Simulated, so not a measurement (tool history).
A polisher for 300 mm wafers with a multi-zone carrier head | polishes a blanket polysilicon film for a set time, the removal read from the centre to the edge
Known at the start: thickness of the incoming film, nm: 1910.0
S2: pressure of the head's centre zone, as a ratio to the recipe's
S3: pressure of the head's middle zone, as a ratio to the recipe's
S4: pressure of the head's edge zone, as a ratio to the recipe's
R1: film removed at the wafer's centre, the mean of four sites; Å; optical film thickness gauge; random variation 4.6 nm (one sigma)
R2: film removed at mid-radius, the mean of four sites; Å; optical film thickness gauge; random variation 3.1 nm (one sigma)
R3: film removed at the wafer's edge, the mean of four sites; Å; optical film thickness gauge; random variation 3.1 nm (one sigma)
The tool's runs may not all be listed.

run 1 day=0.000 | flow_of_slurry_(ml/min)=140 S2=1.00 S3=1.00 S4=1.00 polishing_time_(s)=65 | R1=4622.5 R2=4491.4 R3=4541.6
run 2 day=0.088 | flow_of_slurry_(ml/min)=140 S2=1.00 S3=0.96 S4=1.00 polishing_time_(s)=65 | R1=4656.7 R2=4329.8 R3=4590.6
run 3 day=0.254 | flow_of_slurry_(ml/min)=135 S2=1.01 S3=0.96 S4=0.98 polishing_time_(s)=61 | R1=4342.9 R2=3993.4 R3=4222.6
run 4 day=0.312 | flow_of_slurry_(ml/min)=135 S2=1.01 S3=0.96 S4=0.94 polishing_time_(s)=61 | R1=4429.7 R2=4049.0 R3=4215.9
run 5 day=0.671 | flow_of_slurry_(ml/min)=135 S2=1.02 S3=0.96 S4=0.93 polishing_time_(s)=58 | R1=4137.8 R2=3824.9 R3=3918.3
run 6 day=1.038 | flow_of_slurry_(ml/min)=135 S2=0.99 S3=0.96 S4=0.93 polishing_time_(s)=58 | R1=4069.1 R2=3862.2 R3=3987.9
run 7 day=1.104 | flow_of_slurry_(ml/min)=105 S2=1.05 S3=0.92 S4=0.83 polishing_time_(s)=44 | R1=2977.2 R2=2631.7 R3=2673.7
run 8 day=1.162 | flow_of_slurry_(ml/min)=115 S2=1.05 S3=0.92 S4=0.84 polishing_time_(s)=44 | R1=3090.6 R2=2685.2 R3=2803.8
run 9 day=1.383 | flow_of_slurry_(ml/min)=120 S2=1.05 S3=0.93 S4=0.84 polishing_time_(s)=44 | R1=3188.6 R2=2782.2 R3=2807.8
run 10 day=1.454 | flow_of_slurry_(ml/min)=125 S2=1.05 S3=0.93 S4=0.85 polishing_time_(s)=44 | R1=3202.3 R2=2793.4 R3=2821.7
run 11 day=1.683 | flow_of_slurry_(ml/min)=130 S2=1.05 S3=0.93 S4=0.86 polishing_time_(s)=44 | R1=3267.5 R2=2826.2 R3=2920.7
run 12 day=1.754 | flow_of_slurry_(ml/min)=135 S2=1.05 S3=0.93 S4=0.86 polishing_time_(s)=44 | R1=3229.9 R2=2835.8 R3=2899.8

Forecast run 13:
run 13 day=1.925 | flow_of_slurry_(ml/min)=140 S2=1.05 S3=0.93 S4=0.86 polishing_time_(s)=44 | R1=? R2=? R3=?

Run 13 gave R1 3239.1 Å, R2 2871.4 Å, R3 2906.7 Å.

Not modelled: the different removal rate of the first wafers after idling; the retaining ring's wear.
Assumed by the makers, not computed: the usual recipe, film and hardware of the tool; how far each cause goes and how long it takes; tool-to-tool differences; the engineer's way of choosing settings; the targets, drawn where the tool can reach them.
